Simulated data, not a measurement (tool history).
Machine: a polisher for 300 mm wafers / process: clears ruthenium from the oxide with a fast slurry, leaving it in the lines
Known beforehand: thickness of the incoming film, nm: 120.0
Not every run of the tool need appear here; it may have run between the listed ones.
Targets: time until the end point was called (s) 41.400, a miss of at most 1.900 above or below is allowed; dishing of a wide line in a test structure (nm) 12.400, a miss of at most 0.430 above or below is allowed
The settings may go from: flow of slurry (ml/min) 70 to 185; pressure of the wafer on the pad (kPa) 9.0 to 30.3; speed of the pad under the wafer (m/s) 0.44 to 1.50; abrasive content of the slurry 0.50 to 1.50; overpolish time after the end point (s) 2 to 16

run,hour,flow of slurry (ml/min),pressure of the wafer on the pad (kPa),speed of the pad under the wafer (m/s),abrasive content of the slurry,overpolish time after the end point (s),time until the end point was called (s),dishing of a wide line in a test structure (nm)
1,0.0,120,19.3,0.96,1.00,8,34.143,17.157
2,2.1,120,19.3,0.96,1.00,11,34.611,21.253
3,3.4,130,17.9,0.96,1.00,9,36.284,18.375
4,4.6,130,20.7,0.96,1.00,9,33.077,19.755
5,11.8,130,20.7,0.96,1.00,6,31.959,15.105
6,16.3,130,20.7,1.08,1.00,6,29.699,15.738
7,22.1,125,17.9,1.08,1.00,6,34.156,14.085
8,25.5,115,16.5,1.08,1.00,6,38.399,13.292
9,29.9,110,16.5,1.08,1.00,6,37.593,13.021

Below are 5 possible settings for the next run. Only one of them brings all results inside the allowed miss of their targets. Which is it?
A,34.3,110,18.6,1.06,0.90,5,?,?
B,34.3,95,18.6,1.04,0.95,5,?,?
C,34.3,100,17.2,0.96,1.00,6,?,?
D,34.3,115,16.5,1.14,0.95,5,?,?
E,34.3,100,16.5,1.12,1.00,5,?,?

move,time until the end point was called (s),dishing of a wide line in a test structure (nm)
A,36.909,11.497
B,37.365,11.383
C,40.269,12.402
D,37.406,11.373
E,37.878,11.259
A: misses by more than the last run did
B: misses by more than the last run did
C: every result lands within tolerance
D: misses by more than the last run did
E: misses by more than the last run did
Go with C: it meets all targets.
